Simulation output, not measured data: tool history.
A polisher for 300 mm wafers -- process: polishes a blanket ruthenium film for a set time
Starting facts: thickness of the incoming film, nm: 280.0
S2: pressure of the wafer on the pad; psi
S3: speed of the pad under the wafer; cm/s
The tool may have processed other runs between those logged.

Run 1, hour 0: flow of slurry (ml/min) 230, S2 2.6 psi, S3 104 cm/s, polishing time (s) 40. Result: film removed (nm) 46.854.
Run 2, hour 2.2: flow of slurry (ml/min) 225, S2 2.4 psi, S3 104 cm/s, polishing time (s) 40. Result: film removed (nm) 43.699.
Run 3, hour 3.6: flow of slurry (ml/min) 175, S2 2.4 psi, S3 104 cm/s, polishing time (s) 40. Result: film removed (nm) 41.507.
Run 4, hour 11.7: flow of slurry (ml/min) 175, S2 1.8 psi, S3 104 cm/s, polishing time (s) 40. Result: film removed (nm) 31.695.
At hour 15.9: head pressure recalibrated.
Run 5, hour 15.9: flow of slurry (ml/min) 215, S2 1.8 psi, S3 104 cm/s, polishing time (s) 40. Result: film removed (nm) 36.545.
Run 6, hour 17.9: flow of slurry (ml/min) 215, S2 1.8 psi, S3 104 cm/s, polishing time (s) 40. Result: film removed (nm) 36.509.

Forecast run 7:
Run 7, hour 21.5: flow of slurry (ml/min) 200, S2 1.8 psi, S3 104 cm/s, polishing time (s) 40. Result: film removed (nm) ?.

{"run 7": {"film removed (nm)": 36.035}}
